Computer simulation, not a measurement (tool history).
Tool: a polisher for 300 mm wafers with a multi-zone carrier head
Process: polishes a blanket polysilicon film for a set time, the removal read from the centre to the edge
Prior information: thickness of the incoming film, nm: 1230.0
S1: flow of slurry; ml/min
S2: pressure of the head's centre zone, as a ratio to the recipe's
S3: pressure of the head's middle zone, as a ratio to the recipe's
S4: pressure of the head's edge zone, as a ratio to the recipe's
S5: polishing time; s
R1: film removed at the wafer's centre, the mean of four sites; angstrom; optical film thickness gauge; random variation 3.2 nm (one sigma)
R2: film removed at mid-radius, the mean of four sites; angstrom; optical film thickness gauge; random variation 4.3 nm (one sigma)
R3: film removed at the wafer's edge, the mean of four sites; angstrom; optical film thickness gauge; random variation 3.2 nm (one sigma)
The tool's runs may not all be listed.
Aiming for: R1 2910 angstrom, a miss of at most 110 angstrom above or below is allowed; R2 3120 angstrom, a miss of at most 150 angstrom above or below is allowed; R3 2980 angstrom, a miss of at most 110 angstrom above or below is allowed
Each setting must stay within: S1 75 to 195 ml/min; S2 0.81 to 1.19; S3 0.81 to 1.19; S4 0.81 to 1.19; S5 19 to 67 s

run  hour   S1    S2    S3    S4  S5      R1      R2      R3
  1     0  125     1     1     1  43  4680.5  4709.6  4677.5
  2   1.6  120  0.98     1  0.97  39  4173.2  4228.5  4192.8
  3   7.1  115  0.96  1.01  0.95  36  3766.8  3951.3  3806.7
  4  12.9   85  0.96  1.01  0.95  36  3542.1  3768.3    3705
  5  20.5   85  0.96  1.01  0.95  43  4272.2  4559.9  4316.6
  6  24.9   85  0.96  1.01  1.02  43  4234.4  4516.4  4519.4
  7  28.1   85  0.96  1.01  1.02  43    4279  4553.2  4555.4
  8  33.8   85  0.95  1.01  0.98  40  3934.3  4139.2  4114.7
  9  35.1   85  0.94  1.01  0.95  37  3576.6    3784  3816.4
 10    44   85  0.94  1.02  0.93  35  3425.3    3783  3538.7
 11  51.9   85  0.93  1.01  0.91  34  3306.2  3603.7  3408.9
 12    60   85  0.92     1  0.89  33  3229.9  3479.5  3321.8
 13    62   85  0.91     1  0.88  32  3103.9  3304.6  3189.1
 14    63   85   0.9     1  0.87  32  3066.9  3324.7  3132.1
 15  67.2   85  0.89  0.99  0.86  32  2953.2  3289.6  3086.4

Consider the 5 candidate settings below. Which is the only one whose results all fall within their allowed miss of target?
  A  71.4   75  0.95  1.02  0.92  30   ?   ?   ?
  B  71.4   80  0.89  1.09  0.83  31   ?   ?   ?
  C  71.4  150  0.94  1.03  0.81  27   ?   ?   ?
  D  71.4   95  0.86  1.13  0.81  31   ?   ?   ?
  E  71.4   80  0.97  1.05  0.81  29   ?   ?   ?

move      R1      R2      R3
   A  2876.2  3095.4  2991.5
   B  2844.5  3363.6  2966.3
   C  2861.4  3082.2  2714.6
   D  2842.8  3524.6  2981.8
   E  2859.6  3073.4  2746.5
A: every result lands within tolerance
B: further off than the last run
C: corrects the largest miss of the last run, while another result sits out of spec
D: further off than the last run
E: corrects the largest miss of the last run, while another result sits out of spec
Move A is the one to make.

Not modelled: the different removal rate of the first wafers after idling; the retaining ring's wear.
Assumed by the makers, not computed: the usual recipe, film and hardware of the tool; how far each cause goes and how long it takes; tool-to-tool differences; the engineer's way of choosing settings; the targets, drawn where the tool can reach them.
